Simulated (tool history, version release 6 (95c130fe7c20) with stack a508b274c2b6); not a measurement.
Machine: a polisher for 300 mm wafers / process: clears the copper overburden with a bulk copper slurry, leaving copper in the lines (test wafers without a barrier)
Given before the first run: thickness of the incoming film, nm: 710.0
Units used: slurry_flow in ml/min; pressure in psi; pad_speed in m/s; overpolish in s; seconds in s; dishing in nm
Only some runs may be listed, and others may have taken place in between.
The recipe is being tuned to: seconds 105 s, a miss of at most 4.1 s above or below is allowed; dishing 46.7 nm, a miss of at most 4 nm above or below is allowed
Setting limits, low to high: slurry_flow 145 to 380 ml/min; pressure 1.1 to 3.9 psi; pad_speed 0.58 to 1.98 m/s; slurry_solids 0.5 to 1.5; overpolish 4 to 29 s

run 1 hour=0 | slurry_flow=245 pressure=2.5 pad_speed=1.28 slurry_solids=1 overpolish=15 | seconds=65.354 dishing=94.434
run 2 hour=6.6 | slurry_flow=245 pressure=2.4 pad_speed=1.28 slurry_solids=1 overpolish=14 | seconds=66.205 dishing=90.922
run 3 hour=12.8 | slurry_flow=245 pressure=2.3 pad_speed=1.28 slurry_solids=1 overpolish=13 | seconds=69.816 dishing=79.999
run 4 hour=14.6 | slurry_flow=245 pressure=2.2 pad_speed=1.28 slurry_solids=1 overpolish=13 | seconds=72.4 dishing=79.888
run 5 hour=18.4 | slurry_flow=200 pressure=2.2 pad_speed=1.28 slurry_solids=1 overpolish=13 | seconds=73.936 dishing=75.288
run 6 hour=25.8 | slurry_flow=200 pressure=2.2 pad_speed=1.28 slurry_solids=1.1 overpolish=13 | seconds=72.769 dishing=77.917
run 7 hour=29.7 | slurry_flow=200 pressure=2.1 pad_speed=1.28 slurry_solids=1.1 overpolish=12 | seconds=76.458 dishing=75.155
run 8 hour=32.2 | slurry_flow=200 pressure=2 pad_speed=1.28 slurry_solids=1.1 overpolish=11 | seconds=80.376 dishing=66.426
run 9 hour=34.5 | slurry_flow=200 pressure=1.9 pad_speed=1.28 slurry_solids=1.1 overpolish=11 | seconds=82.88 dishing=60.238
run 10 hour=41.2 | slurry_flow=200 pressure=1.8 pad_speed=1.28 slurry_solids=1.1 overpolish=11 | seconds=85.577 dishing=58.618
run 11 hour=47.7 | slurry_flow=200 pressure=1.7 pad_speed=1.28 slurry_solids=1.1 overpolish=11 | seconds=90.576 dishing=56.983
run 12 hour=52.6 | slurry_flow=200 pressure=1.5 pad_speed=1.28 slurry_solids=1.1 overpolish=10 | seconds=97.506 dishing=48.301

Consider the 5 candidate settings below. Which is the only one whose results all fall within their allowed miss of target?
run A hour=57.5 | slurry_flow=195 pressure=1.1 pad_speed=1.92 slurry_solids=1.25 overpolish=9 | seconds=? dishing=?
run B hour=57.5 | slurry_flow=205 pressure=1.6 pad_speed=1.24 slurry_solids=1.2 overpolish=9 | seconds=? dishing=?
run C hour=57.5 | slurry_flow=210 pressure=1.5 pad_speed=1.18 slurry_solids=1.25 overpolish=10 | seconds=? dishing=?
run D hour=57.5 | slurry_flow=230 pressure=1.6 pad_speed=1.18 slurry_solids=1.2 overpolish=10 | seconds=? dishing=?
run E hour=57.5 | slurry_flow=205 pressure=1.7 pad_speed=1.3 slurry_solids=1.05 overpolish=10 | seconds=? dishing=?

move=A seconds=89.371 dishing=49.164
move=B seconds=95.549 dishing=48.135
move=C seconds=103.55 dishing=48.851
move=D seconds=97.872 dishing=51.313
move=E seconds=89.865 dishing=55.079
A: the biggest miss grows against the last run
B: the biggest miss grows against the last run
C: meets every target
D: about as far from the targets as the last run
E: the biggest miss grows against the last run
The move that meets every target is C.
